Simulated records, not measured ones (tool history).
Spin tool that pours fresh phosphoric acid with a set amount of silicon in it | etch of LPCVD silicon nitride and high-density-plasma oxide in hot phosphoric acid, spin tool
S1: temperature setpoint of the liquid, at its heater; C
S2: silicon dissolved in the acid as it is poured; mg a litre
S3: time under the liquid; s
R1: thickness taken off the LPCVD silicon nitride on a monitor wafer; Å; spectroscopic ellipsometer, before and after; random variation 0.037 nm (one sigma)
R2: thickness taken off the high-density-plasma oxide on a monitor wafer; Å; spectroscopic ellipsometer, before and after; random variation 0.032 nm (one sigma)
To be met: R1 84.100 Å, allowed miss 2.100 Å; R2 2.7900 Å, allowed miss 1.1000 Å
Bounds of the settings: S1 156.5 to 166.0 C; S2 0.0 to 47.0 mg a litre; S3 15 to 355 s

run,hour,S1,S2,S3,R1,R2
1,0.0,161.0,20.5,180,140.950,3.2122
2,3.0,161.0,9.5,180,141.260,4.2990
3,9.3,160.5,8.5,170,129.440,4.4447
4,17.4,160.5,2.5,170,131.020,4.8167
5,24.1,160.0,3.0,165,124.470,3.8042
6,32.1,160.0,0.0,165,124.210,3.8184
7,37.8,160.0,0.0,160,121.740,3.7238
8,40.1,158.0,0.0,95,67.166,2.2240
9,45.6,158.5,0.5,95,68.381,1.9850
10,51.7,159.0,0.5,95,69.142,1.9487
11,53.4,159.5,0.5,95,70.844,2.5415
12,60.1,159.5,2.0,95,70.785,2.2162
13,68.9,160.0,2.5,95,71.696,2.1175
14,77.7,160.5,2.0,95,73.538,2.6082
15,81.0,160.5,2.0,95,72.882,2.3480
16,88.6,161.0,2.5,95,74.212,2.3491
17,90.2,161.0,2.5,95,74.934,2.2286

4 next moves are on the table. One of them brings every result within its allowed miss. Which?
A,91.8,161.0,5.5,115,?,?
B,91.8,162.5,9.5,110,?,?
C,91.8,160.5,5.0,110,?,?
D,91.8,162.5,4.5,110,?,?

move,R1,R2
A,90.396,2.6006
B,90.896,2.5531
C,85.031,2.4216
D,90.896,2.8336
A: takes the result that was furthest off past its target
B: takes the result that was furthest off past its target
C: meets every target
D: takes the result that was furthest off past its target
The right move is C.
